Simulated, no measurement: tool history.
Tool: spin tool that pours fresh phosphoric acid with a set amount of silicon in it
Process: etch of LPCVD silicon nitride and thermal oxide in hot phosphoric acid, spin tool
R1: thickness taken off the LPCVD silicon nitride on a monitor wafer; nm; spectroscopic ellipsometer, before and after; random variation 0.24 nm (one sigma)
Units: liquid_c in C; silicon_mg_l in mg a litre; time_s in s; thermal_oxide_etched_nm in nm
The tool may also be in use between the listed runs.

Run 1, hour 0: liquid_c 161 C, silicon_mg_l 28 mg a litre, time_s 180 s. Result: R1 17.024 nm, thermal_oxide_etched_nm 0.28842 nm.
Run 2, hour 2.4: liquid_c 159 C, silicon_mg_l 28 mg a litre, time_s 180 s. Result: R1 15.953 nm, thermal_oxide_etched_nm 0.24054 nm.
Run 3, hour 11.5: liquid_c 159 C, silicon_mg_l 34 mg a litre, time_s 200 s. Result: R1 17.829 nm, thermal_oxide_etched_nm 0.19308 nm.
Run 4, hour 18.7: liquid_c 159.5 C, silicon_mg_l 38 mg a litre, time_s 210 s. Result: R1 19.155 nm, thermal_oxide_etched_nm 0.17504 nm.
Run 5, hour 26.4: liquid_c 160 C, silicon_mg_l 41 mg a litre, time_s 220 s. Result: R1 19.946 nm, thermal_oxide_etched_nm 0.16545 nm.
Run 6, hour 29.3: liquid_c 160 C, silicon_mg_l 29.5 mg a litre, time_s 220 s. Result: R1 20.624 nm, thermal_oxide_etched_nm 0.33521 nm.
Run 7, hour 34: liquid_c 160.5 C, silicon_mg_l 35 mg a litre, time_s 230 s. Result: R1 21.565 nm, thermal_oxide_etched_nm 0.22058 nm.
Run 8, hour 40.7: liquid_c 161 C, silicon_mg_l 37.5 mg a litre, time_s 235 s. Result: R1 22.097 nm, thermal_oxide_etched_nm 0.25046 nm.

Run 9 comes next. What will it give?
Run 9, hour 49.6: liquid_c 161 C, silicon_mg_l 41 mg a litre, time_s 245 s. Result: R1 ?, thermal_oxide_etched_nm ?.

Run 9 gave R1 23.168 nm, thermal_oxide_etched_nm 0.17357 nm.
